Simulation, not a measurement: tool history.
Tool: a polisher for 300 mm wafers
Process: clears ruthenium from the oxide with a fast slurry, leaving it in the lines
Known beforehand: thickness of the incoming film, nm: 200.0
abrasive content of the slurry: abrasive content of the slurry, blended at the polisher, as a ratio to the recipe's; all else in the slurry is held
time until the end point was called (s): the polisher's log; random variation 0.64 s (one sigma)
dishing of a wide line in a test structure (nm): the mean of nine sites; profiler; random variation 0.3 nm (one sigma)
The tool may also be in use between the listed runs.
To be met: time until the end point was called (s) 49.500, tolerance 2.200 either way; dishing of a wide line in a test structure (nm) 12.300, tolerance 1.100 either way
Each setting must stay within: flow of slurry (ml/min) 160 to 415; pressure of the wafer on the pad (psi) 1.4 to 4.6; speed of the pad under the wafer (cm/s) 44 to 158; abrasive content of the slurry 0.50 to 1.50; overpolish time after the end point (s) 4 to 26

run	hour	flow of slurry (ml/min)	pressure of the wafer on the pad (psi)	speed of the pad under the wafer (cm/s)	abrasive content of the slurry	overpolish time after the end point (s)	time until the end point was called (s)	dishing of a wide line in a test structure (nm)
1	0.0	265	3.0	100	1.00	13	48.098	27.859
2	1.9	215	3.0	100	1.00	13	51.971	28.990
3	4.0	235	2.9	100	1.00	12	52.326	24.910
4	5.9	235	2.9	100	1.15	12	49.789	26.314
5	9.2	255	2.8	102	1.20	11	49.090	26.197
6	10.1	255	2.8	102	1.40	11	48.104	26.238
7	16.0	260	2.5	100	1.50	5	53.689	14.070
8	18.5	260	2.5	102	1.50	5	51.755	14.155
9	23.0	255	2.5	104	1.50	5	51.145	14.718
10	27.9	270	2.5	106	1.50	5	49.132	14.513
11	30.9	275	2.5	106	1.50	5	50.723	14.526
12	36.9	285	2.5	108	1.50	5	48.353	14.611

Which of these 5 next moves meets every target?
A	42.9	250	2.7	102	1.40	8	?	?
B	42.9	285	2.6	100	1.50	6	?	?
C	42.9	255	2.3	118	1.50	5	?	?
D	42.9	365	3.0	98	1.45	5	?	?
E	42.9	290	2.6	106	1.40	4	?	?

move	time until the end point was called (s)	dishing of a wide line in a test structure (nm)
A	49.857	20.758
B	51.041	16.504
C	49.459	14.657
D	44.781	15.857
E	49.064	12.286
A: moves away from the targets compared with the last run
B: moves away from the targets compared with the last run
C: about the same distance from the targets as the last run
D: moves away from the targets compared with the last run
E: meets every target
Answer: E
